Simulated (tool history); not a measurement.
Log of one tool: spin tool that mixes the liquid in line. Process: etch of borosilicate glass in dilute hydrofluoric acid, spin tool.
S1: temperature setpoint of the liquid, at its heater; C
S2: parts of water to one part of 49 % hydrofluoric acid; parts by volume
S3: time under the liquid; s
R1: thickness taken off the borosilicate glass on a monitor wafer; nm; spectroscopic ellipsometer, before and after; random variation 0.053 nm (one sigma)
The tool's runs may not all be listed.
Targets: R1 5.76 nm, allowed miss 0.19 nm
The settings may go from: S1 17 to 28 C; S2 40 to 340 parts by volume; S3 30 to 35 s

Run 1, hour 0: S1 20 C, S2 190 parts by volume, S3 35 s. Result: R1 4.5118 nm.
Run 2, hour 1.6: S1 18 C, S2 190 parts by volume, S3 35 s. Result: R1 4.1133 nm.
Run 3, hour 4.8: S1 18 C, S2 190 parts by volume, S3 30 s. Result: R1 3.6266 nm.
Run 4, hour 5.8: S1 20.5 C, S2 190 parts by volume, S3 30 s. Result: R1 3.9855 nm.
Run 5, hour 11.1: S1 22.5 C, S2 180 parts by volume, S3 30 s. Result: R1 4.5878 nm.
Run 6, hour 19: S1 22.5 C, S2 180 parts by volume, S3 30 s. Result: R1 4.5785 nm.
Run 7, hour 22.2: S1 24 C, S2 175 parts by volume, S3 30 s. Result: R1 5.0315 nm.
Run 8, hour 28: S1 25 C, S2 175 parts by volume, S3 30 s. Result: R1 5.1423 nm.
Run 9, hour 33: S1 28 C, S2 170 parts by volume, S3 30 s. Result: R1 6.0292 nm.

5 next moves are on the table. One of them brings every result within its allowed miss. Which?
Run A, hour 38: S1 24.5 C, S2 170 parts by volume, S3 35 s. Result: R1 ?.
Run B, hour 38: S1 27 C, S2 195 parts by volume, S3 35 s. Result: R1 ?.
Run C, hour 38: S1 27.5 C, S2 165 parts by volume, S3 30 s. Result: R1 ?.
Run D, hour 38: S1 22 C, S2 155 parts by volume, S3 35 s. Result: R1 ?.
Run E, hour 38: S1 27 C, S2 160 parts by volume, S3 30 s. Result: R1 ?.

move      R1
   A  6.1589
   B  5.7195
   C   6.113
   D  6.2424
   E  6.2272
A: further off than the last run
B: meets every target
C: further off than the last run
D: further off than the last run
E: further off than the last run
Answer: B
